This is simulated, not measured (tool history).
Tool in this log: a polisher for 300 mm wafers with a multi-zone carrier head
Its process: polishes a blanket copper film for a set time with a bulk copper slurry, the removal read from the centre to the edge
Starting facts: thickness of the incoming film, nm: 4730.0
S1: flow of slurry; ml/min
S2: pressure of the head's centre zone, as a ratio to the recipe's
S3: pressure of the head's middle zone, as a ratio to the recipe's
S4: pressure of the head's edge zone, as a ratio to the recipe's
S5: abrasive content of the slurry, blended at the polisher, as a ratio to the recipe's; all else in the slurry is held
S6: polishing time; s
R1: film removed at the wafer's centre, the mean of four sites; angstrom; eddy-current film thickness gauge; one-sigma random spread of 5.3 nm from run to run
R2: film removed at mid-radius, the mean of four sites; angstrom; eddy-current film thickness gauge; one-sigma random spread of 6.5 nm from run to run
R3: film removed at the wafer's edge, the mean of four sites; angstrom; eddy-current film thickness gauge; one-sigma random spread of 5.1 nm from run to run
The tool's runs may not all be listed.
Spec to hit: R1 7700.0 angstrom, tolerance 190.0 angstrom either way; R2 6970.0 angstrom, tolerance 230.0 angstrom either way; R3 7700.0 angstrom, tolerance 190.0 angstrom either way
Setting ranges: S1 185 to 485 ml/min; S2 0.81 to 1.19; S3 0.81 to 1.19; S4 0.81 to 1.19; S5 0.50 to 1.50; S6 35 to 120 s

run	hour	S1	S2	S3	S4	S5	S6	R1	R2	R3
1	0.0	310	1.00	1.00	1.00	1.00	77	4968.5	4965.3	5009.9
2	2.3	310	1.00	0.94	1.00	1.00	77	4998.7	4732.4	4952.8
3	5.5	310	0.94	0.94	1.00	1.00	77	4699.3	4604.6	4964.5
4	6.1	310	0.94	0.94	1.07	1.00	77	4743.7	4730.0	5166.7
5	10.2	365	0.94	0.94	1.07	1.00	77	4763.4	4858.5	5219.8
6	16.9	365	0.94	0.94	1.07	1.00	63	3924.9	3895.6	4198.7
7	20.4	355	0.97	0.94	1.08	1.10	69	4560.0	4370.3	4820.7
8	27.6	355	1.00	0.96	1.09	1.20	73	5083.1	4875.3	5225.9
9	36.6	345	1.01	0.96	1.10	1.25	77	5394.5	5205.7	5602.7
10	40.2	340	1.03	0.96	1.11	1.30	80	5818.1	5439.3	5887.8
11	41.8	335	1.04	0.96	1.12	1.35	83	6077.4	5572.0	6288.2
# hour 43.9: slurry nozzle cleaned
12	43.9	330	1.06	0.97	1.13	1.40	85	6633.5	6044.2	6570.4
13	50.9	330	1.06	0.97	1.14	1.40	87	6824.3	6236.0	6822.2
14	55.9	330	1.06	0.97	1.15	1.40	88	6869.1	6325.0	6842.6
15	57.8	335	1.06	0.97	1.16	1.40	89	6970.0	6284.6	7038.6
16	59.8	340	1.06	0.98	1.17	1.40	90	7039.8	6509.6	7172.9

Exercise: of the 5 proposed moves below, exactly one satisfies all targets within the stated allowed misses. Which move is it?
A	61.8	340	1.09	0.84	1.19	1.40	99	?	?	?
B	61.8	295	1.06	0.90	1.19	1.40	104	?	?	?
C	61.8	300	0.91	0.81	1.19	1.45	96	?	?	?
D	61.8	360	1.07	0.98	1.18	1.30	104	?	?	?
E	61.8	285	1.08	0.98	1.18	1.40	98	?	?	?

move	R1	R2	R3
A	7948.0	6293.7	7804.8
B	8029.6	6918.8	8120.1
C	6478.6	5925.9	7585.0
D	8084.5	7396.7	8011.0
E	7681.4	6978.9	7592.8
A: takes the result that was furthest off past its target
B: takes the result that was furthest off past its target
C: lands further from the targets than the last run did
D: takes the result that was furthest off past its target
E: hits every target within its allowed miss
The move that meets every target is E.
